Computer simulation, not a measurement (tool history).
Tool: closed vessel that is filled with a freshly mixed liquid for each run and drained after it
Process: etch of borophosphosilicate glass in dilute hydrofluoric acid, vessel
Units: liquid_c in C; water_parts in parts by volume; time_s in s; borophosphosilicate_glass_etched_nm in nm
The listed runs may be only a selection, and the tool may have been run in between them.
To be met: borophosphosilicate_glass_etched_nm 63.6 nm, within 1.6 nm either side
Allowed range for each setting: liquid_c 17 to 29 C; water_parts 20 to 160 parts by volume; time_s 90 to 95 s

| run | day | liquid_c | water_parts | time_s | borophosphosilicate_glass_etched_nm |
|---|---|---|---|---|---|
| 1 | 0 | 21 | 90 | 90 | 30.659 |
| 2 | 0.229 | 23 | 80 | 90 | 37.148 |
| 3 | 0.304 | 23 | 80 | 95 | 39.879 |
| 4 | 0.375 | 24.5 | 75 | 95 | 45.068 |
| 5 | 0.721 | 25.5 | 70 | 95 | 50.372 |
| 6 | 0.867 | 25.5 | 70 | 90 | 47.969 |
| 7 | 0.954 | 29 | 55 | 90 | 71.968 |
| 8 | 0.979 | 28.5 | 55 | 90 | 69.671 |
| 9 | 1.133 | 28 | 55 | 90 | 69.401 |
| 10 | 1.333 | 27.5 | 55 | 90 | 66.941 |
| 11 | 1.525 | 27 | 55 | 90 | 66.418 |

Which of these 5 next moves meets every target?
| A | 1.717 | 29 | 60 | 95 | ? |
| B | 1.717 | 21 | 45 | 95 | ? |
| C | 1.717 | 27.5 | 55 | 95 | ? |
| D | 1.717 | 26 | 55 | 90 | ? |
| E | 1.717 | 25.5 | 50 | 90 | ? |

| move | borophosphosilicate_glass_etched_nm |
|---|---|
| A | 69.739 |
| B | 68.499 |
| C | 72.224 |
| D | 64.429 |
| E | 69.932 |
A: misses by more than the last run did
B: misses by more than the last run did
C: misses by more than the last run did
D: hits every target within its allowed miss
E: misses by more than the last run did
Answer: D
